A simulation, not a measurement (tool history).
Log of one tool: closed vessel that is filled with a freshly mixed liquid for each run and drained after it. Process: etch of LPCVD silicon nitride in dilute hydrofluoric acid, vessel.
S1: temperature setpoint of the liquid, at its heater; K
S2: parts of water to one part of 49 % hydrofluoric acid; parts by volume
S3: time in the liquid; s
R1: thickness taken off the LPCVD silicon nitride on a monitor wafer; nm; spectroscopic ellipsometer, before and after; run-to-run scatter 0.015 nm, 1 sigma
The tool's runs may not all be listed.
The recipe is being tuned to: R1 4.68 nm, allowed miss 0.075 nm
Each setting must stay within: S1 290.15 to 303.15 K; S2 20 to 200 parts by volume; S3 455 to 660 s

Run 1, hour 0: S1 295.15 K, S2 110 parts by volume, S3 660 s. Result: R1 2.868 nm.
Run 2, hour 6: S1 295.15 K, S2 85 parts by volume, S3 660 s. Result: R1 3.7114 nm.
Run 3, hour 9.2: S1 295.15 K, S2 60 parts by volume, S3 660 s. Result: R1 5.2047 nm.
Run 4, hour 10.3: S1 295.15 K, S2 20 parts by volume, S3 660 s. Result: R1 15.005 nm.
Run 5, hour 18.2: S1 293.65 K, S2 30 parts by volume, S3 660 s. Result: R1 9.2444 nm.
Run 6, hour 23.7: S1 292.65 K, S2 35 parts by volume, S3 660 s. Result: R1 7.4035 nm.
Run 7, hour 27.9: S1 291.65 K, S2 40 parts by volume, S3 660 s. Result: R1 6.0202 nm.
Run 8, hour 35.8: S1 291.15 K, S2 40 parts by volume, S3 660 s. Result: R1 5.8474 nm.
Run 9, hour 38.4: S1 290.65 K, S2 40 parts by volume, S3 660 s. Result: R1 5.6733 nm.
Run 10, hour 43.9: S1 290.15 K, S2 45 parts by volume, S3 660 s. Result: R1 4.853 nm.
Run 11, hour 49.9: S1 290.15 K, S2 50 parts by volume, S3 660 s. Result: R1 4.386 nm.
Run 12, hour 58.8: S1 290.65 K, S2 50 parts by volume, S3 660 s. Result: R1 4.5447 nm.

Which single option among these 4 for the next run brings every result within its allowed miss of target? Just one does.
Run A, hour 67.7: S1 292.15 K, S2 50 parts by volume, S3 610 s. Result: R1 ?.
Run B, hour 67.7: S1 290.15 K, S2 50 parts by volume, S3 650 s. Result: R1 ?.
Run C, hour 67.7: S1 291.65 K, S2 45 parts by volume, S3 550 s. Result: R1 ?.
Run D, hour 67.7: S1 290.65 K, S2 50 parts by volume, S3 640 s. Result: R1 ?.

move      R1
   A    4.68
   B  4.3308
   C  4.5125
   D  4.4181
A: all results land within tolerance of their targets
B: moves away from the targets compared with the last run
C: moves away from the targets compared with the last run
D: moves away from the targets compared with the last run
The right move is A.
